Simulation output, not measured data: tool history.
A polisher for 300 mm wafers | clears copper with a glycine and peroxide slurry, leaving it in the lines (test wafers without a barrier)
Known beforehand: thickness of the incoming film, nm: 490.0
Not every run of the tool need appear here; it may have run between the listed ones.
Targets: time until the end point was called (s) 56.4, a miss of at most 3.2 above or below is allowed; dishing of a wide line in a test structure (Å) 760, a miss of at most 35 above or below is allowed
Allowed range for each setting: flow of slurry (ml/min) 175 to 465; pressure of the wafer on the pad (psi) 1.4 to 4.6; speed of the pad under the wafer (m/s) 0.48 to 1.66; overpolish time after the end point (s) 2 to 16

run	hour	flow of slurry (ml/min)	pressure of the wafer on the pad (psi)	speed of the pad under the wafer (m/s)	overpolish time after the end point (s)	time until the end point was called (s)	dishing of a wide line in a test structure (Å)
1	0	295	3	1.06	8	73.375	371.11
2	7.9	295	3.2	1.08	9	68.349	438.07
3	12.5	295	3.4	1.08	10	65.845	501.1
4	15.5	295	3.6	1.1	11	63.166	579.38
5	21.6	330	3.6	1.1	11	61.932	581.63
6	23.3	330	3.6	0.96	11	71.33	526.79
7	24.3	330	3.8	1	12	65.599	597.79
8	27.7	330	3.9	1.02	12	62.939	618.3
9	32.7	330	4	1.04	12	61.91	635.13
# hour 39.7: head pressure recalibrated
10	39.7	330	4.1	1.06	12	56.19	692.9

Pick the move, out of 5, that brings all results within their allowed miss; only one does.
A	46.7	395	4.6	0.98	13	?	?
B	46.7	330	4	1.04	11	?	?
C	46.7	350	4	1.06	11	?	?
D	46.7	350	3.9	1.28	11	?	?
E	46.7	340	3.8	1.16	12	?	?

move	time until the end point was called (s)	dishing of a wide line in a test structure (Å)
A	55.309	738.09
B	58.649	607.31
C	57.505	617.38
D	50.065	690.49
E	55.384	683.1
A: all results in spec
B: lands further from the targets than the last run did
C: lands further from the targets than the last run did
D: about the same distance from the targets as the last run
E: lands further from the targets than the last run did
A meets every target.

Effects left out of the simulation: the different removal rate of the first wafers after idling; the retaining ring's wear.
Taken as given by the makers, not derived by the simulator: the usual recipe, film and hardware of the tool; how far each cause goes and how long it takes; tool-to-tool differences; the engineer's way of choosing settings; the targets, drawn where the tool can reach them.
